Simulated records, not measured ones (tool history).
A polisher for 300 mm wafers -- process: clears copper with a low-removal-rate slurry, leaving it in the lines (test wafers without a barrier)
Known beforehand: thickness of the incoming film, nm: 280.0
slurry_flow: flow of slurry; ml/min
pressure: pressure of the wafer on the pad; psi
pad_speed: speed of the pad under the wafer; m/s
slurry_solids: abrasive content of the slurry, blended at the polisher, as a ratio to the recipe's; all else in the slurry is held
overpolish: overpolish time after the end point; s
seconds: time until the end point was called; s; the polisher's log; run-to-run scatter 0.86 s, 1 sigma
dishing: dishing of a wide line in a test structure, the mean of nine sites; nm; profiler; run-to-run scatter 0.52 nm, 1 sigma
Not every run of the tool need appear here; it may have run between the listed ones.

{"run": 1, "day": 0.0, "slurry_flow": 200, "pressure": 2.1, "pad_speed": 1.22, "slurry_solids": 1, "overpolish": 29, "seconds": 96.414, "dishing": 21.442}
{"run": 2, "day": 0.221, "slurry_flow": 200, "pressure": 2.4, "pad_speed": 1.24, "slurry_solids": 1, "overpolish": 24, "seconds": 84.278, "dishing": 22.172}
{"run": 3, "day": 0.333, "slurry_flow": 205, "pressure": 2.5, "pad_speed": 1.34, "slurry_solids": 1, "overpolish": 20, "seconds": 76.069, "dishing": 21.577}
{"run": 4, "day": 0.592, "slurry_flow": 205, "pressure": 2.3, "pad_speed": 1.34, "slurry_solids": 1, "overpolish": 20, "seconds": 80.087, "dishing": 20.777}
{"run": 5, "day": 0.871, "slurry_flow": 205, "pressure": 2.5, "pad_speed": 1.38, "slurry_solids": 1, "overpolish": 18, "seconds": 72.517, "dishing": 21.013}
{"run": 6, "day": 0.962, "slurry_flow": 205, "pressure": 2.5, "pad_speed": 1.38, "slurry_solids": 1, "overpolish": 10, "seconds": 70.365, "dishing": 16.732}
{"run": 7, "day": 1.158, "slurry_flow": 205, "pressure": 2.7, "pad_speed": 1.4, "slurry_solids": 1, "overpolish": 11, "seconds": 65.735, "dishing": 19.7}

What will run 8 give?
{"run": 8, "day": 1.525, "slurry_flow": 205, "pressure": 2.8, "pad_speed": 1.42, "slurry_solids": 1, "overpolish": 11, "seconds": "?", "dishing": "?"}

Run 8 produced seconds 63.603 s, dishing 19.271 nm.
